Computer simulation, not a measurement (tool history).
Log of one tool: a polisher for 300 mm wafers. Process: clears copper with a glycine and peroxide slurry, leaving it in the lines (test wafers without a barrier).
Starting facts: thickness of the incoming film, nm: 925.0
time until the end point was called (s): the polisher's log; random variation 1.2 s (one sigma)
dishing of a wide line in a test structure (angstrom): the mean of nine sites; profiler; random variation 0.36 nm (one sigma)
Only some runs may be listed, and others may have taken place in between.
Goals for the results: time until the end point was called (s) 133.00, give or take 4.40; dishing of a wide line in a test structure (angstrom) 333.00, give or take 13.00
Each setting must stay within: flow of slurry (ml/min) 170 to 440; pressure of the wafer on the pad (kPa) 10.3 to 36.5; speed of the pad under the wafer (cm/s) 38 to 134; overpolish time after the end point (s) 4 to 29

| run | hour | flow of slurry (ml/min) | pressure of the wafer on the pad (kPa) | speed of the pad under the wafer (cm/s) | overpolish time after the end point (s) | time until the end point was called (s) | dishing of a wide line in a test structure (angstrom) |
|---|---|---|---|---|---|---|---|
| 1 | 0.0 | 280 | 23.4 | 86 | 15 | 123.26 | 671.99 |
| 2 | 6.2 | 280 | 17.2 | 86 | 15 | 156.29 | 535.80 |
| 3 | 7.7 | 280 | 17.2 | 88 | 13 | 153.71 | 488.90 |
| 4 | 16.3 | 280 | 17.2 | 90 | 11 | 152.24 | 422.93 |
| 5 | 21.1 | 285 | 17.9 | 92 | 10 | 148.61 | 411.83 |
| 6 | 25.9 | 285 | 22.8 | 92 | 10 | 119.80 | 482.17 |
| 7 | 33.0 | 285 | 22.1 | 92 | 9 | 123.97 | 437.40 |
| 8 | 38.8 | 295 | 19.3 | 94 | 5 | 136.82 | 232.58 |

Next run, 4 choices. One meets every target within its allowed miss, the rest don't. Which?
| A | 44.6 | 310 | 20.0 | 90 | 4 | ? | ? |
| B | 44.6 | 270 | 22.1 | 84 | 7 | ? | ? |
| C | 44.6 | 265 | 20.0 | 84 | 8 | ? | ? |
| D | 44.6 | 285 | 20.7 | 86 | 8 | ? | ? |

| move | time until the end point was called (s) | dishing of a wide line in a test structure (angstrom) |
|---|---|---|
| A | 136.61 | 191.65 |
| B | 133.43 | 328.68 |
| C | 144.85 | 343.00 |
| D | 137.83 | 358.75 |
A: its largest miss is bigger than the last run's
B: all results land within tolerance of their targets
C: gets the furthest-off result to its target, but another result is out of tolerance
D: carries the result that was furthest off beyond its target, to the other side
Go with B: it meets all targets.
